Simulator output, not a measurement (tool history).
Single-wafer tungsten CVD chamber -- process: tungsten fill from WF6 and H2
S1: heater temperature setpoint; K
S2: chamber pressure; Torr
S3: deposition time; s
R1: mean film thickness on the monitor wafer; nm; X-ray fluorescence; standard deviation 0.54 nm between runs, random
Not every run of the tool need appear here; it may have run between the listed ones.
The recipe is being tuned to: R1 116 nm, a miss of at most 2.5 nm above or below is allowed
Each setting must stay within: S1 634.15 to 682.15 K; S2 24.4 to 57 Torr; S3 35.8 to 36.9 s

Run 1, hour 0: S1 658.15 K, S2 40.7 Torr, S3 35.8 s. Result: R1 88.512 nm.
Run 2, hour 6.4: S1 660.15 K, S2 40.8 Torr, S3 35.8 s. Result: R1 92.185 nm.
Run 3, hour 7.2: S1 661.15 K, S2 40.9 Torr, S3 35.8 s. Result: R1 93.854 nm.
Run 4, hour 14.4: S1 662.15 K, S2 41 Torr, S3 35.8 s. Result: R1 95.253 nm.
Run 5, hour 22.8: S1 663.15 K, S2 41.1 Torr, S3 35.8 s. Result: R1 96.792 nm.
Run 6, hour 25.6: S1 664.15 K, S2 41.2 Torr, S3 35.8 s. Result: R1 98.872 nm.
Run 7, hour 33.6: S1 665.15 K, S2 41.2 Torr, S3 35.8 s. Result: R1 100.65 nm.
Run 8, hour 42.3: S1 666.15 K, S2 41.2 Torr, S3 35.8 s. Result: R1 102.58 nm.
Run 9, hour 50.7: S1 667.15 K, S2 41.2 Torr, S3 35.8 s. Result: R1 104.01 nm.
Run 10, hour 51.6: S1 668.15 K, S2 41.2 Torr, S3 35.8 s. Result: R1 106.04 nm.
Run 11, hour 58.8: S1 669.15 K, S2 41.2 Torr, S3 35.8 s. Result: R1 107.88 nm.

Exactly one of the 4 candidate moves below puts every result within its allowed miss. Which one?
Run A, hour 66: S1 674.15 K, S2 31.4 Torr, S3 35.8 s. Result: R1 ?.
Run B, hour 66: S1 669.15 K, S2 36 Torr, S3 36.8 s. Result: R1 ?.
Run C, hour 66: S1 665.15 K, S2 39.5 Torr, S3 35.8 s. Result: R1 ?.
Run D, hour 66: S1 671.15 K, S2 46.6 Torr, S3 36 s. Result: R1 ?.

move      R1
   A  106.63
   B  105.54
   C  99.063
   D  116.44
A: moves away from the targets compared with the last run
B: moves away from the targets compared with the last run
C: moves away from the targets compared with the last run
D: all results in spec
Answer: D
